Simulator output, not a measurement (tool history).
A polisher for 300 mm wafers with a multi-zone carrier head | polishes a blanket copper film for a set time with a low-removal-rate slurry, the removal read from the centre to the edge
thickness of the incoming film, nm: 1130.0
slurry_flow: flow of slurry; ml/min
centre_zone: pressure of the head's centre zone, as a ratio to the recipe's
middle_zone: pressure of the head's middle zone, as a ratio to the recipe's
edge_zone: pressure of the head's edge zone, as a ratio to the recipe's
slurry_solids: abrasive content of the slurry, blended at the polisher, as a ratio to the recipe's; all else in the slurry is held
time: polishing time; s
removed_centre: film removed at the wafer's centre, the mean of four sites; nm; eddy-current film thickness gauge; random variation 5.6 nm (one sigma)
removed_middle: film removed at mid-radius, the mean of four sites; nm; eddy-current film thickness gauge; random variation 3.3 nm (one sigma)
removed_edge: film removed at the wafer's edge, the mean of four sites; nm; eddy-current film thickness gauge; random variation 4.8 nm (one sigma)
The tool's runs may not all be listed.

{"run": 1, "day": 0.0, "slurry_flow": 175, "centre_zone": 1, "middle_zone": 1, "edge_zone": 1, "slurry_solids": 1, "time": 87, "removed_centre": 282.84, "removed_middle": 293.82, "removed_edge": 287.33}
{"run": 2, "day": 0.354, "slurry_flow": 190, "centre_zone": 1.06, "middle_zone": 1.04, "edge_zone": 1.03, "slurry_solids": 1.15, "time": 88, "removed_centre": 316.93, "removed_middle": 315.72, "removed_edge": 305.35}
{"run": 3, "day": 0.412, "slurry_flow": 200, "centre_zone": 1.1, "middle_zone": 1.08, "edge_zone": 1.05, "slurry_solids": 1.25, "time": 89, "removed_centre": 348.99, "removed_middle": 331.69, "removed_edge": 317.95}
{"run": 4, "day": 0.767, "slurry_flow": 210, "centre_zone": 1.11, "middle_zone": 1.11, "edge_zone": 1.06, "slurry_solids": 1.35, "time": 90, "removed_centre": 363.12, "removed_middle": 355.63, "removed_edge": 324.91}
{"run": 5, "day": 1.008, "slurry_flow": 215, "centre_zone": 1.12, "middle_zone": 1.12, "edge_zone": 1.08, "slurry_solids": 1.4, "time": 91, "removed_centre": 370.44, "removed_middle": 368.8, "removed_edge": 328.98}
{"run": 6, "day": 1.138, "slurry_flow": 215, "centre_zone": 1.12, "middle_zone": 1.12, "edge_zone": 1.12, "slurry_solids": 1.4, "time": 91, "removed_centre": 371.34, "removed_middle": 366.9, "removed_edge": 338.93}
{"run": 7, "day": 1.183, "slurry_flow": 220, "centre_zone": 1.13, "middle_zone": 1.12, "edge_zone": 1.13, "slurry_solids": 1.4, "time": 91, "removed_centre": 371.25, "removed_middle": 363.21, "removed_edge": 343.63}

Estimate the outcome of run 8 from the log above:
{"run": 8, "day": 1.404, "slurry_flow": 225, "centre_zone": 1.14, "middle_zone": 1.13, "edge_zone": 1.13, "slurry_solids": 1.45, "time": 91, "removed_centre": "?", "removed_middle": "?", "removed_edge": "?"}

{"run 8": {"removed_centre": 376.17, "removed_middle": 376.71, "removed_edge": 334.32}}
